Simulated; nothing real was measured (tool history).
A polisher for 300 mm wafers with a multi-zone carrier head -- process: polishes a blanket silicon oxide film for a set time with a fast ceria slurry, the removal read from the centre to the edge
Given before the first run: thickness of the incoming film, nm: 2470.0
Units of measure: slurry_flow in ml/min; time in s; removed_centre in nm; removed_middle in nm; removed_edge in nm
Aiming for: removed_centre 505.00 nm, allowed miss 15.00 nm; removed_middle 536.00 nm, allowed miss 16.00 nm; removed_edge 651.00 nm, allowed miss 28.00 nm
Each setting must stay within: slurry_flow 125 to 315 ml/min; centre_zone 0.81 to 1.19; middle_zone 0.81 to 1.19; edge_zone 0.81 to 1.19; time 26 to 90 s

Run 1, hour 0.0: slurry_flow 205 ml/min, centre_zone 1.00, middle_zone 1.00, edge_zone 1.00, time 58 s. Result: removed_centre 967.10 nm, removed_middle 969.64 nm, removed_edge 970.18 nm.
Run 2, hour 5.5: slurry_flow 190 ml/min, centre_zone 0.94, middle_zone 0.95, edge_zone 1.01, time 51 s. Result: removed_centre 783.45 nm, removed_middle 800.91 nm, removed_edge 851.26 nm.
Run 3, hour 10.0: slurry_flow 150 ml/min, centre_zone 0.94, middle_zone 0.95, edge_zone 1.01, time 51 s. Result: removed_centre 759.74 nm, removed_middle 776.19 nm, removed_edge 825.18 nm.
Run 4, hour 16.3: slurry_flow 150 ml/min, centre_zone 1.02, middle_zone 0.95, edge_zone 1.01, time 51 s. Result: removed_centre 827.56 nm, removed_middle 773.17 nm, removed_edge 833.10 nm.
Run 5, hour 25.0: slurry_flow 150 ml/min, centre_zone 1.02, middle_zone 0.95, edge_zone 1.01, time 57 s. Result: removed_centre 920.40 nm, removed_middle 867.21 nm, removed_edge 941.72 nm.
Run 6, hour 26.9: slurry_flow 150 ml/min, centre_zone 1.02, middle_zone 0.95, edge_zone 0.96, time 57 s. Result: removed_centre 897.20 nm, removed_middle 874.24 nm, removed_edge 918.32 nm.
Run 7, hour 31.3: slurry_flow 145 ml/min, centre_zone 0.96, middle_zone 0.91, edge_zone 0.97, time 52 s. Result: removed_centre 768.12 nm, removed_middle 756.62 nm, removed_edge 815.51 nm.
Run 8, hour 40.0: slurry_flow 145 ml/min, centre_zone 0.96, middle_zone 0.91, edge_zone 0.97, time 52 s. Result: removed_centre 780.40 nm, removed_middle 765.55 nm, removed_edge 813.47 nm.
Run 9, hour 45.9: slurry_flow 125 ml/min, centre_zone 0.86, middle_zone 0.81, edge_zone 1.07, time 36 s. Result: removed_centre 467.01 nm, removed_middle 465.33 nm, removed_edge 587.05 nm.
Run 10, hour 53.6: slurry_flow 145 ml/min, centre_zone 0.85, middle_zone 0.83, edge_zone 1.09, time 36 s. Result: removed_centre 477.08 nm, removed_middle 487.55 nm, removed_edge 609.02 nm.

Of the 5 settings listed for the next run, only one would bring every result within its allowed miss of target. Which one?
Run A, hour 61.3: slurry_flow 160 ml/min, centre_zone 0.83, middle_zone 0.84, edge_zone 1.08, time 38 s. Result: removed_centre ?, removed_middle ?, removed_edge ?.
Run B, hour 61.3: slurry_flow 135 ml/min, centre_zone 0.96, middle_zone 0.85, edge_zone 0.95, time 33 s. Result: removed_centre ?, removed_middle ?, removed_edge ?.
Run C, hour 61.3: slurry_flow 135 ml/min, centre_zone 0.83, middle_zone 0.91, edge_zone 1.02, time 40 s. Result: removed_centre ?, removed_middle ?, removed_edge ?.
Run D, hour 61.3: slurry_flow 135 ml/min, centre_zone 0.87, middle_zone 0.88, edge_zone 1.04, time 36 s. Result: removed_centre ?, removed_middle ?, removed_edge ?.
Run E, hour 61.3: slurry_flow 140 ml/min, centre_zone 0.83, middle_zone 1.02, edge_zone 1.05, time 35 s. Result: removed_centre ?, removed_middle ?, removed_edge ?.

move  removed_centre  removed_middle  removed_edge
   A          499.93          528.56        650.45
   B          484.23          447.93        518.13
   C          507.04          573.81        649.31
   D          478.43          502.56        590.20
   E          447.83          555.28        578.59
A: all results land within tolerance of their targets
B: lands further from the targets than the last run did
C: pushes the last run's worst result past its target
D: gains on the last run, yet a result remains outside its allowed miss
E: pushes the last run's worst result past its target
So the answer is move A, the one that meets all the targets.
